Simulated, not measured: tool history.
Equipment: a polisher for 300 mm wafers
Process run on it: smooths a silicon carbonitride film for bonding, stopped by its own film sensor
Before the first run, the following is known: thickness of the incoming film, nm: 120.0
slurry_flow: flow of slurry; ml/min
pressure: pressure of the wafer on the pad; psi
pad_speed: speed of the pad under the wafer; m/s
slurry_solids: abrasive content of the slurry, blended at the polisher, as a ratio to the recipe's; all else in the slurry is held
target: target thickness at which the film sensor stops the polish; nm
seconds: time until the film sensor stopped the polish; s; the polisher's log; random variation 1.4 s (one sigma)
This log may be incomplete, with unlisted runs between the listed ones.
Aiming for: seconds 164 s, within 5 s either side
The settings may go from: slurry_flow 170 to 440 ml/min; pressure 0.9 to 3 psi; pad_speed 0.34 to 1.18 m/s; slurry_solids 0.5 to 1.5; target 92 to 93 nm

Run 1, hour 0: slurry_flow 280 ml/min, pressure 1.9 psi, pad_speed 0.76 m/s, slurry_solids 1, target 93 nm. Result: seconds 139.09 s.
Run 2, hour 5.7: slurry_flow 280 ml/min, pressure 1.9 psi, pad_speed 0.9 m/s, slurry_solids 1, target 93 nm. Result: seconds 120.23 s.
Run 3, hour 11.6: slurry_flow 280 ml/min, pressure 1.8 psi, pad_speed 0.9 m/s, slurry_solids 1, target 93 nm. Result: seconds 125.43 s.
Run 4, hour 17.9: slurry_flow 325 ml/min, pressure 1.8 psi, pad_speed 0.9 m/s, slurry_solids 1, target 93 nm. Result: seconds 122.7 s.
Run 5, hour 24.6: slurry_flow 315 ml/min, pressure 1.7 psi, pad_speed 0.9 m/s, slurry_solids 1, target 93 nm. Result: seconds 128.48 s.
Run 6, hour 33.5: slurry_flow 305 ml/min, pressure 1.6 psi, pad_speed 0.9 m/s, slurry_solids 1, target 93 nm. Result: seconds 134.72 s.
Run 7, hour 38: slurry_flow 300 ml/min, pressure 1.5 psi, pad_speed 0.9 m/s, slurry_solids 1, target 93 nm. Result: seconds 142.38 s.
Run 8, hour 39.4: slurry_flow 300 ml/min, pressure 1.5 psi, pad_speed 0.9 m/s, slurry_solids 1, target 93 nm. Result: seconds 143.59 s.
Run 9, hour 43.2: slurry_flow 290 ml/min, pressure 1.5 psi, pad_speed 0.9 m/s, slurry_solids 1, target 93 nm. Result: seconds 144.54 s.

5 next moves are on the table. One of them brings every result within its allowed miss. Which?
Run A, hour 47: slurry_flow 280 ml/min, pressure 1.2 psi, pad_speed 0.98 m/s, slurry_solids 1, target 92 nm. Result: seconds ?.
Run B, hour 47: slurry_flow 285 ml/min, pressure 1.3 psi, pad_speed 0.82 m/s, slurry_solids 1, target 92 nm. Result: seconds ?.
Run C, hour 47: slurry_flow 340 ml/min, pressure 0.9 psi, pad_speed 0.98 m/s, slurry_solids 1.2, target 93 nm. Result: seconds ?.
Run D, hour 47: slurry_flow 280 ml/min, pressure 1.5 psi, pad_speed 1 m/s, slurry_solids 0.95, target 93 nm. Result: seconds ?.
Run E, hour 47: slurry_flow 290 ml/min, pressure 1 psi, pad_speed 1.02 m/s, slurry_solids 0.95, target 93 nm. Result: seconds ?.

move  seconds
   A   162.71
   B   176.92
   C   172.59
   D   134.48
   E   175.76
A: meets every target
B: carries the result that was furthest off beyond its target, to the other side
C: carries the result that was furthest off beyond its target, to the other side
D: lands further from the targets than the last run did
E: carries the result that was furthest off beyond its target, to the other side
The move that meets every target is A.

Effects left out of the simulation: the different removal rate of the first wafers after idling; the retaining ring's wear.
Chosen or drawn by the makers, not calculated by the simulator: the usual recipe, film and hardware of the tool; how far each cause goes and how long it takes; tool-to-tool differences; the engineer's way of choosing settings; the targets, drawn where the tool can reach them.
